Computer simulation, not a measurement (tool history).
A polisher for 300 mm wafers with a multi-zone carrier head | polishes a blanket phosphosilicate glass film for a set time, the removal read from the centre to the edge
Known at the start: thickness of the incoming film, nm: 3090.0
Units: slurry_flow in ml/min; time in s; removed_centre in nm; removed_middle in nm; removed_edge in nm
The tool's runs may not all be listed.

run,hour,slurry_flow,centre_zone,middle_zone,edge_zone,slurry_solids,time,removed_centre,removed_middle,removed_edge
1,0,275,1,1,1,1,74,392.26,380.28,383.64
2,4.2,250,1,1,1,1,74,397.43,377.33,379.09
3,7.9,260,0.95,1,1,0.85,67,322.14,332.14,333.35
4,10.8,260,0.9,1,1,0.85,67,303.86,329.47,333.64
5,12.8,295,0.9,1,1,0.85,67,310.64,332.81,337.64
6,21,295,0.96,1,1,0.85,67,326.22,331.52,336.57
7,22.5,290,0.93,1,0.99,0.75,60,271.88,289.36,289.59
8,30.1,285,0.9,0.99,0.97,0.7,56,242.34,253.15,260.06

The next listed run, before its measurement:
9,35.8,280,0.88,1,0.97,0.65,54,?,?,?

Run 9 gave removed_centre 222.9 nm, removed_middle 250.49 nm, removed_edge 249.75 nm.
